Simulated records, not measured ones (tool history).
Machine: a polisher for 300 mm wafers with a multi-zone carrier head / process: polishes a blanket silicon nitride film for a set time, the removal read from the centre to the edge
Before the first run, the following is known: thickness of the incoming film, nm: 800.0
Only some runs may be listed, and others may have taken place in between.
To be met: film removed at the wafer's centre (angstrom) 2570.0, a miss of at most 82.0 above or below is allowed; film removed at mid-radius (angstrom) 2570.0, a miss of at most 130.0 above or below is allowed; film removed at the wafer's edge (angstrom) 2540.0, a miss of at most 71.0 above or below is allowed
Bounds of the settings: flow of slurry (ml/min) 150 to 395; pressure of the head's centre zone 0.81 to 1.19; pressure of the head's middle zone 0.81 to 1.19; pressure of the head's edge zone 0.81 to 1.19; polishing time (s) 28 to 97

run	hour	flow of slurry (ml/min)	pressure of the head's centre zone	pressure of the head's middle zone	pressure of the head's edge zone	polishing time (s)	film removed at the wafer's centre (angstrom)	film removed at mid-radius (angstrom)	film removed at the wafer's edge (angstrom)
1	0.0	250	1.00	1.00	1.00	62	1805.6	1816.4	1870.1
2	8.9	255	1.01	1.01	1.01	63	1841.9	1902.0	1912.2
3	13.7	260	1.02	1.01	1.02	64	1924.1	1899.5	1959.7
4	14.5	265	1.03	1.02	1.03	65	1971.3	1935.6	2003.4
5	20.6	265	1.03	1.03	1.04	66	2008.5	2003.6	2059.5
6	22.6	210	1.03	1.03	1.04	66	1921.4	2002.0	1963.9
7	23.6	220	1.04	1.04	1.05	67	1990.7	1996.8	2074.0
8	27.5	225	1.05	1.05	1.05	68	2014.6	2099.9	2056.1

5 candidate next runs follow, results not yet known. Just one meets every target within its allowed miss. Identify it.
A	31.4	340	0.99	0.81	1.18	74	?	?	?
B	31.4	210	0.83	0.82	1.19	77	?	?	?
C	31.4	310	1.03	1.03	0.99	83	?	?	?
D	31.4	285	1.12	1.03	1.05	56	?	?	?
E	31.4	260	1.19	0.90	1.01	82	?	?	?

move	film removed at the wafer's centre (angstrom)	film removed at mid-radius (angstrom)	film removed at the wafer's edge (angstrom)
A	2222.2	1914.8	2488.7
B	1816.1	1901.2	2489.6
C	2573.1	2600.1	2540.9
D	1870.7	1738.0	1750.3
E	2875.0	2247.8	2500.9
A: the worst result of the last run now meets its target, but another is out of spec
B: the worst result of the last run now meets its target, but another is out of spec
C: every result lands within tolerance
D: moves away from the targets compared with the last run
E: the worst result of the last run now meets its target, but another is out of spec
The right move is C.
